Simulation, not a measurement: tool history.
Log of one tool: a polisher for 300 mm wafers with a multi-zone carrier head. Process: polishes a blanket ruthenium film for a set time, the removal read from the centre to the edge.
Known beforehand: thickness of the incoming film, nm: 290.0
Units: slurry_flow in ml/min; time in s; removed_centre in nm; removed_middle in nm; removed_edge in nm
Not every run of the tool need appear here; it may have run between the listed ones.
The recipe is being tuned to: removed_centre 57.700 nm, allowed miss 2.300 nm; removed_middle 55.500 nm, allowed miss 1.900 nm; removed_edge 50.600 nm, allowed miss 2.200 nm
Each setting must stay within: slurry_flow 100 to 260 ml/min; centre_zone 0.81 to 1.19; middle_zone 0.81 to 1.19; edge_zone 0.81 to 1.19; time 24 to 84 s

run	hour	slurry_flow	centre_zone	middle_zone	edge_zone	time	removed_centre	removed_middle	removed_edge
1	0.0	165	1.00	1.00	1.00	54	35.913	35.983	36.653
2	6.8	175	1.03	1.03	1.01	56	38.461	38.220	39.271
3	11.9	140	1.03	1.03	1.01	56	36.713	37.186	37.054
4	13.6	140	1.03	0.99	1.01	56	36.131	35.869	37.250
5	17.4	140	1.03	0.99	1.01	46	29.998	29.360	30.567
6	23.8	170	1.03	0.99	1.01	46	31.896	30.273	31.070
7	25.9	180	1.05	1.02	1.00	50	34.490	34.821	33.895
8	31.1	195	1.08	1.01	0.99	54	39.379	36.594	36.884
9	33.8	205	1.10	1.04	0.99	57	42.756	41.141	38.459
10	34.9	210	1.11	1.05	1.01	59	44.554	42.664	41.834
11	43.5	215	1.12	1.06	1.01	61	46.565	44.955	42.303
12	51.6	220	1.13	1.07	1.01	63	49.642	46.216	44.963
13	57.0	225	1.14	1.09	1.01	64	50.117	47.986	45.076
14	63.2	230	1.15	1.10	1.01	65	51.370	49.368	44.671
15	70.1	230	1.15	1.10	1.01	65	52.410	50.068	46.642
16	70.8	235	1.16	1.11	1.01	66	53.878	51.512	45.877
17	71.4	235	1.16	1.11	1.01	66	53.322	51.752	46.785
18	76.2	235	1.16	1.11	1.02	67	54.664	51.449	47.386
19	82.6	235	1.16	1.11	1.02	68	55.257	52.741	48.539

Of the 4 settings listed for the next run, only one would bring every result within its allowed miss of target. Which one?
A	89.0	220	1.15	1.06	1.10	67	?	?	?
B	89.0	245	1.03	1.14	1.08	72	?	?	?
C	89.0	240	1.16	1.12	1.03	71	?	?	?
D	89.0	250	1.19	1.08	1.05	66	?	?	?

move	removed_centre	removed_middle	removed_edge
A	53.848	49.068	50.346
B	52.632	56.953	54.119
C	58.326	55.138	52.040
D	55.924	49.925	49.048
A: moves away from the targets compared with the last run
B: gets the furthest-off result to its target, but another result is out of tolerance
C: in spec on every target
D: moves away from the targets compared with the last run
C is the move that brings every result within its allowed miss.
